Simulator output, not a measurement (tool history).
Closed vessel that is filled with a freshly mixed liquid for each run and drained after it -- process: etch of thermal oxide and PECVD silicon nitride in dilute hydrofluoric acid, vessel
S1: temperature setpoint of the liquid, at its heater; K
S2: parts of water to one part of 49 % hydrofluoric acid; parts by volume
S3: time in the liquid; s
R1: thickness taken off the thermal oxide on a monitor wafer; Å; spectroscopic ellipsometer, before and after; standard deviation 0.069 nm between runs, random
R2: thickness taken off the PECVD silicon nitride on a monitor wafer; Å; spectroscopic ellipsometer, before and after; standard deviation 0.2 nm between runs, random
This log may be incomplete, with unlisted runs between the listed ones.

| run | day | S1 | S2 | S3 | R1 | R2 |
|---|---|---|---|---|---|---|
| 1 | 0 | 297.15 | 150 | 1035 | 313.19 | 410.87 |
| 2 | 0.021 | 297.65 | 165 | 1065 | 292.91 | 399.69 |
| 3 | 0.288 | 297.65 | 215 | 1065 | 213.77 | 305.4 |
| 4 | 0.608 | 300.15 | 215 | 1065 | 233.09 | 356.51 |
| 5 | 0.875 | 300.15 | 215 | 1485 | 322.51 | 493.29 |
| 6 | 0.988 | 300.15 | 215 | 1160 | 252.92 | 387.42 |
| 7 | 1.142 | 298.15 | 240 | 1215 | 215.09 | 323.56 |
| 8 | 1.308 | 298.15 | 240 | 1220 | 218.11 | 322.97 |

Estimate the outcome of run 9 from the log above:
| 9 | 1.367 | 298.15 | 245 | 1225 | ? | ? |

Run 9 produced R1 211.79 Å, R2 316.68 Å.
